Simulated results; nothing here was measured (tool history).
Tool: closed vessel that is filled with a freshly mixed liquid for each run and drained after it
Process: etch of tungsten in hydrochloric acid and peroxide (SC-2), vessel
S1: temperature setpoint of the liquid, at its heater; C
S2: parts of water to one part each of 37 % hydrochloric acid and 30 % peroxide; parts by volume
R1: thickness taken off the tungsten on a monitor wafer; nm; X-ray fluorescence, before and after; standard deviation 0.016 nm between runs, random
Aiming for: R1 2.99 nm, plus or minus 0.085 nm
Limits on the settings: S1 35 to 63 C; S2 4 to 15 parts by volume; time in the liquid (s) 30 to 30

{"run": 1, "hour": 0.0, "S1": 47, "S2": 8.5, "time in the liquid (s)": 30, "R1": 5.6453}
{"run": 2, "hour": 8.9, "S1": 47, "S2": 8.5, "time in the liquid (s)": 30, "R1": 5.6425}
{"run": 3, "hour": 17.3, "S1": 46, "S2": 8.5, "time in the liquid (s)": 30, "R1": 5.3034}
{"run": 4, "hour": 26.2, "S1": 46, "S2": 9.5, "time in the liquid (s)": 30, "R1": 4.8114}
{"run": 5, "hour": 27.0, "S1": 46, "S2": 9.5, "time in the liquid (s)": 30, "R1": 4.8425}
{"run": 6, "hour": 31.3, "S1": 46, "S2": 11.5, "time in the liquid (s)": 30, "R1": 4.1031}
{"run": 7, "hour": 35.1, "S1": 45.5, "S2": 11.5, "time in the liquid (s)": 30, "R1": 3.9784}
{"run": 8, "hour": 36.9, "S1": 45.5, "S2": 11.5, "time in the liquid (s)": 30, "R1": 3.9415}
{"run": 9, "hour": 44.7, "S1": 40.5, "S2": 11.5, "time in the liquid (s)": 30, "R1": 2.8036}
{"run": 10, "hour": 48.7, "S1": 41, "S2": 11.5, "time in the liquid (s)": 30, "R1": 2.8797}

5 candidate next runs follow, results not yet known. Just one meets every target within its allowed miss. Identify it.
{"run": "A", "hour": 52.7, "S1": 42, "S2": 13.5, "time in the liquid (s)": 30, "R1": "?"}
{"run": "B", "hour": 52.7, "S1": 40.5, "S2": 12, "time in the liquid (s)": 30, "R1": "?"}
{"run": "C", "hour": 52.7, "S1": 41.5, "S2": 11.5, "time in the liquid (s)": 30, "R1": "?"}
{"run": "D", "hour": 52.7, "S1": 40.5, "S2": 11.5, "time in the liquid (s)": 30, "R1": "?"}
{"run": "E", "hour": 52.7, "S1": 41, "S2": 12.5, "time in the liquid (s)": 30, "R1": "?"}

move=A R1=2.7245
move=B R1=2.7139
move=C R1=3.0202
move=D R1=2.8144
move=E R1=2.7146
A: misses by more than the last run did
B: misses by more than the last run did
C: in spec on every target
D: misses by more than the last run did
E: misses by more than the last run did
C is the move that brings every result within its allowed miss.
